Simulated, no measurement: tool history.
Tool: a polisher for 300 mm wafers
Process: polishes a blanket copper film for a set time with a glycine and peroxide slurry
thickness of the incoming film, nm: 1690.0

run	hour	flow of slurry (ml/min)	pressure of the wafer on the pad (kPa)	speed of the pad under the wafer (m/s)	polishing time (s)	film removed (angstrom)
1	0.0	210	20.0	1.22	39	2657.6
2	6.2	215	21.4	1.24	39	2853.2
3	14.2	215	20.0	1.24	39	2669.5
4	18.3	215	21.4	1.26	39	2905.1
5	26.5	215	21.4	1.26	39	2874.8
6	31.6	215	21.4	1.26	34	2526.2
7	34.5	215	22.1	1.30	34	2681.2
8	40.9	215	22.8	1.36	34	2834.5
9	42.5	245	28.3	1.70	35	4362.8

The next listed run, before its measurement:
10	50.1	250	29.6	1.70	35	?

{"run 10": {"film removed (angstrom)": 4592.3}}
